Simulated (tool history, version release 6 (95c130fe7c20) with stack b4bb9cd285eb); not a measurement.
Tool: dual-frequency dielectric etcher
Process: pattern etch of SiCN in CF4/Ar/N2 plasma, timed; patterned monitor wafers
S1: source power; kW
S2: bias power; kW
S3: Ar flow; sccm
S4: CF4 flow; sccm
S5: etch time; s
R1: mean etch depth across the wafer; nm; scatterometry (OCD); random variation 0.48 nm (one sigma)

{"run": 1, "hour": 0.0, "S1": 0.51, "S2": 0.088, "S3": 77, "S4": 54, "S5": 131, "R1": 119.96}
{"run": 2, "hour": 1.6, "S1": 0.51, "S2": 0.088, "S3": 68, "S4": 54, "S5": 131, "R1": 122.33}
{"run": 3, "hour": 8.4, "S1": 0.55, "S2": 0.089, "S3": 68, "S4": 54, "S5": 131, "R1": 126.55}
{"run": 4, "hour": 16.9, "S1": 0.59, "S2": 0.091, "S3": 68, "S4": 54, "S5": 131, "R1": 132.84}
{"run": 5, "hour": 21.0, "S1": 0.62, "S2": 0.092, "S3": 68, "S4": 54, "S5": 131, "R1": 137.55}
{"run": 6, "hour": 23.3, "S1": 0.65, "S2": 0.092, "S3": 68, "S4": 54, "S5": 131, "R1": 139.75}

Run 7 comes next. What will it give?
{"run": 7, "hour": 28.5, "S1": 0.67, "S2": 0.093, "S3": 68, "S4": 54, "S5": 131, "R1": "?"}

Run 7 gave R1 142.22 nm.
